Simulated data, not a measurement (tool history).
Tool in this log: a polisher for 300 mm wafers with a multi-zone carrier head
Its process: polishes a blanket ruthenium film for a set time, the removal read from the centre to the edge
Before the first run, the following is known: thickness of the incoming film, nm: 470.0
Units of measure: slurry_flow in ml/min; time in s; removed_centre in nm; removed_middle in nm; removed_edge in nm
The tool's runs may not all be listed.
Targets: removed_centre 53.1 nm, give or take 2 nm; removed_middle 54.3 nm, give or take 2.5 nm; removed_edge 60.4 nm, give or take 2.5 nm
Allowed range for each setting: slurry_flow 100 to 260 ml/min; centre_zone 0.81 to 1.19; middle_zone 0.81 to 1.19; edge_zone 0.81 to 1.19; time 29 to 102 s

run    day  slurry_flow  centre_zone  middle_zone  edge_zone  time  removed_centre  removed_middle  removed_edge
  1      0          165            1            1          1    65          41.855          41.477        42.296
  2  0.071          170         0.99            1       1.03    68          42.393          44.249        45.256
  3  0.354          170         0.99         1.04       1.03    68          43.886          46.408        44.961
  4  0.721          175            1         1.02       1.06    71          45.736          45.914        47.696
  5  0.996          175         1.06         1.02       1.06    71          48.438          45.334        47.419
  6  1.167          210         1.06         1.02       1.06    71           50.15          48.155         47.67
  7  1.471          205         1.04         1.02       1.08    74           51.04          48.452        50.749
  8  1.538          205         1.02         1.03        1.1    76           51.48          51.291        51.486
  9  1.867          200            1         1.02       1.11    78          51.862          52.762        54.837
     2.167  -- edge zone pressure recalibrated
 10  2.167          200            1         1.01       1.12    79          53.191          51.926        53.739
 11  2.254          185         0.98            1       1.13    81          52.123          52.753         54.36
 12  2.442          190         0.96         0.97       1.14    83          51.947          52.886        56.859

Of the 5 settings listed for the next run, only one would bring every result within its allowed miss of target. Which one?
  A  2.629          190         0.81         0.81       1.19    92               ?               ?             ?
  B  2.629          205         1.06         1.03        1.1    81               ?               ?             ?
  C  2.629          215         0.98         1.01       1.07    81               ?               ?             ?
  D  2.629          230         0.83         0.99       1.13    93               ?               ?             ?
  E  2.629          150         0.94         0.95       1.18    89               ?               ?             ?

move  removed_centre  removed_middle  removed_edge
   A          49.714            53.8        64.401
   B          57.227          55.972        54.728
   C          53.454          55.589        54.227
   D          52.904          63.526        64.409
   E          53.237           55.66        60.353
A: takes the result that was furthest off past its target
B: its largest miss is bigger than the last run's
C: its largest miss is bigger than the last run's
D: takes the result that was furthest off past its target
E: in spec on every target
E meets every target.
